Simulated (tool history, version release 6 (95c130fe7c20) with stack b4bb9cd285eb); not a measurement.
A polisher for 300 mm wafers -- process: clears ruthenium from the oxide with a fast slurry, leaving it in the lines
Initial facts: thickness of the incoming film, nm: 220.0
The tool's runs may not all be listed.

run    day  flow of slurry (ml/min)  pressure of the wafer on the pad (psi)  speed of the pad under the wafer (cm/s)  abrasive content of the slurry  overpolish time after the end point (s)  time until the end point was called (s)  dishing of a wide line in a test structure (angstrom)
  1  0.000                      205                                     1.8                                      100                             1.0                                       15                                   80.741                                                 371.40
  2  0.225                      205                                     1.8                                      100                             0.9                                       15                                   84.503                                                 352.02
  3  0.592                      205                                     1.8                                      112                             0.9                                       15                                   76.055                                                 392.32
  4  0.888                      230                                     1.8                                      112                             0.9                                       15                                   73.887                                                 402.12
  5  1.058                      230                                     1.8                                       98                             0.9                                       15                                   84.607                                                 353.63
  6  1.333                      225                                     1.9                                      100                             0.9                                       16                                   78.444                                                 402.88
  7  1.496                      220                                     2.0                                      100                             0.9                                       17                                   76.430                                                 438.82
  8  1.800                      220                                     2.1                                      100                             0.9                                       18                                   72.610                                                 472.95
  9  2.038                      220                                     2.2                                      100                             0.9                                       19                                   69.663                                                 516.75
 10  2.342                      220                                     2.3                                      100                             0.9                                       19                                   70.160                                                 540.97

Run 11 has not been measured yet. What should we expect?
 11  2.504                      225                                     2.4                                      102                             0.9                                       19                                        ?                                                      ?

For run 11 the tool returned time until the end point was called (s) 63.707, dishing of a wide line in a test structure (angstrom) 583.55.
